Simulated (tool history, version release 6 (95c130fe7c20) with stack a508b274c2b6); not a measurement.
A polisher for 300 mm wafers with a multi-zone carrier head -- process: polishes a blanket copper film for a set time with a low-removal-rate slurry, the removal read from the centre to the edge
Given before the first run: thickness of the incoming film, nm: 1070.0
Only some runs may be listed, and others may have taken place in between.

run  hour  flow of slurry (ml/min)  pressure of the head's centre zone  pressure of the head's middle zone  pressure of the head's edge zone  abrasive content of the slurry  polishing time (s)  film removed at the wafer's centre (nm)  film removed at mid-radius (nm)  film removed at the wafer's edge (nm)
  1   0.0                      280                                1.00                                1.00                              1.00                            1.00                  45                                  115.990                          117.390                                117.280
  2   4.9                      275                                1.00                                0.97                              0.99                            0.90                  42                                  102.210                          104.850                                107.060
  3  11.5                      275                                1.03                                0.94                              0.98                            0.85                  39                                   96.961                           93.478                                 97.405
  4  13.0                      275                                1.03                                0.94                              0.98                            1.00                  39                                  102.220                           93.522                                101.280
  5  16.1                      275                                1.04                                0.92                              0.97                            0.95                  37                                   96.409                           88.343                                 93.701
  6  19.8                      275                                1.04                                0.88                              0.97                            0.95                  37                                   94.664                           85.890                                 91.650
     22.1  -- slurry nozzle cleaned
  7  22.1                      270                                1.05                                0.87                              0.98                            0.90                  35                                   91.950                           83.913                                 89.101

Run 8 comes next. What will it give?
  8  30.7                      270                                1.04                                0.86                              0.97                            0.95                  33                                        ?                                ?                                      ?

Run 8 yielded film removed at the wafer's centre (nm) 88.015, film removed at mid-radius (nm) 79.358, film removed at the wafer's edge (nm) 84.507.
